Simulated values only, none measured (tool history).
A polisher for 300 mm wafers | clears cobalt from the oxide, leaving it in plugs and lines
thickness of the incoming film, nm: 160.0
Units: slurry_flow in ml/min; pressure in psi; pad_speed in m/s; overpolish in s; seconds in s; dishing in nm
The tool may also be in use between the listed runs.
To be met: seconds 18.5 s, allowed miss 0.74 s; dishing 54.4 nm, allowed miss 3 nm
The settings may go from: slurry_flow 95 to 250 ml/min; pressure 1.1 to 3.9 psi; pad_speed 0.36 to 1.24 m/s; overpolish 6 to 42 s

Run 1, hour 0: slurry_flow 160 ml/min, pressure 2.5 psi, pad_speed 0.8 m/s, overpolish 21 s. Result: seconds 25.47 s, dishing 48.519 nm.
Run 2, hour 6.4: slurry_flow 160 ml/min, pressure 2.5 psi, pad_speed 0.7 m/s, overpolish 21 s. Result: seconds 27.599 s, dishing 47.26 nm.
Run 3, hour 14.7: slurry_flow 160 ml/min, pressure 2.5 psi, pad_speed 0.84 m/s, overpolish 21 s. Result: seconds 24.787 s, dishing 48.899 nm.
Run 4, hour 16.5: slurry_flow 160 ml/min, pressure 1.9 psi, pad_speed 0.84 m/s, overpolish 21 s. Result: seconds 31.982 s, dishing 44.603 nm.
Run 5, hour 24.8: slurry_flow 160 ml/min, pressure 2.1 psi, pad_speed 0.84 m/s, overpolish 21 s. Result: seconds 29.476 s, dishing 48.368 nm.
Run 6, hour 25.4: slurry_flow 160 ml/min, pressure 2.1 psi, pad_speed 0.84 m/s, overpolish 28 s. Result: seconds 29.147 s, dishing 51.065 nm.
Run 7, hour 32.5: slurry_flow 160 ml/min, pressure 2.2 psi, pad_speed 0.84 m/s, overpolish 27 s. Result: seconds 27.664 s, dishing 51.964 nm.
Run 8, hour 35.7: slurry_flow 160 ml/min, pressure 2.3 psi, pad_speed 0.84 m/s, overpolish 26 s. Result: seconds 26.624 s, dishing 52.21 nm.

4 next moves are on the table. One of them brings every result within its allowed miss. Which?
Run A, hour 38.9: slurry_flow 130 ml/min, pressure 2 psi, pad_speed 0.9 m/s, overpolish 29 s. Result: seconds ?, dishing ?.
Run B, hour 38.9: slurry_flow 170 ml/min, pressure 2.7 psi, pad_speed 1 m/s, overpolish 19 s. Result: seconds ?, dishing ?.
Run C, hour 38.9: slurry_flow 155 ml/min, pressure 2.7 psi, pad_speed 0.98 m/s, overpolish 28 s. Result: seconds ?, dishing ?.
Run D, hour 38.9: slurry_flow 135 ml/min, pressure 3 psi, pad_speed 1.02 m/s, overpolish 22 s. Result: seconds ?, dishing ?.

move  seconds  dishing
   A   29.992    51.42
   B   20.373   50.737
   C   20.876   54.555
   D   18.711   53.373
A: further off than the last run
B: nearer than the last run, and not there yet
C: nearer than the last run, and not there yet
D: meets every target
Move D is the one to make.

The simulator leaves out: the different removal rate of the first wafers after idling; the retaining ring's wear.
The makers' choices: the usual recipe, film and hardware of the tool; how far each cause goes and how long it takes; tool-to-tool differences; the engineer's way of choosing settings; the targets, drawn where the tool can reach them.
